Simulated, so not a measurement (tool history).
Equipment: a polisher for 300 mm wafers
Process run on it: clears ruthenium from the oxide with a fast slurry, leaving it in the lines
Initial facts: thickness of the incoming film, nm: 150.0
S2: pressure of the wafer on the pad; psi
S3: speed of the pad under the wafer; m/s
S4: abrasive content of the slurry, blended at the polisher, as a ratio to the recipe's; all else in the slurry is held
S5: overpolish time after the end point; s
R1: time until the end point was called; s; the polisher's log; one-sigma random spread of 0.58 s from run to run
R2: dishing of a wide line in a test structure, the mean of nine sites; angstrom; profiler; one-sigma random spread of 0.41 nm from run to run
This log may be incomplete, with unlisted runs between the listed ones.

{"run": 1, "hour": 0.0, "flow of slurry (ml/min)": 210, "S2": 1.8, "S3": 1.12, "S4": 1.0, "S5": 11, "R1": 44.505, "R2": 324.24}
{"run": 2, "hour": 5.5, "flow of slurry (ml/min)": 210, "S2": 1.5, "S3": 1.12, "S4": 1.0, "S5": 11, "R1": 52.262, "R2": 269.7}
{"run": 3, "hour": 6.3, "flow of slurry (ml/min)": 255, "S2": 1.5, "S3": 1.12, "S4": 1.0, "S5": 11, "R1": 50.232, "R2": 273.21}
{"run": 4, "hour": 9.4, "flow of slurry (ml/min)": 255, "S2": 1.9, "S3": 1.12, "S4": 1.0, "S5": 11, "R1": 40.85, "R2": 345.86}
{"run": 5, "hour": 14.4, "flow of slurry (ml/min)": 305, "S2": 1.9, "S3": 1.12, "S4": 1.0, "S5": 11, "R1": 40.607, "R2": 348.41}
{"run": 6, "hour": 15.5, "flow of slurry (ml/min)": 305, "S2": 1.9, "S3": 1.32, "S4": 1.0, "S5": 11, "R1": 34.825, "R2": 396.99}
{"run": 7, "hour": 16.9, "flow of slurry (ml/min)": 305, "S2": 1.8, "S3": 1.32, "S4": 1.0, "S5": 12, "R1": 36.24, "R2": 411.74}

Predict the results of run 8:
{"run": 8, "hour": 21.7, "flow of slurry (ml/min)": 305, "S2": 1.7, "S3": 1.32, "S4": 1.0, "S5": 12, "R1": "?", "R2": "?"}

{"run 8": {"R1": 38.023, "R2": 392.5}}
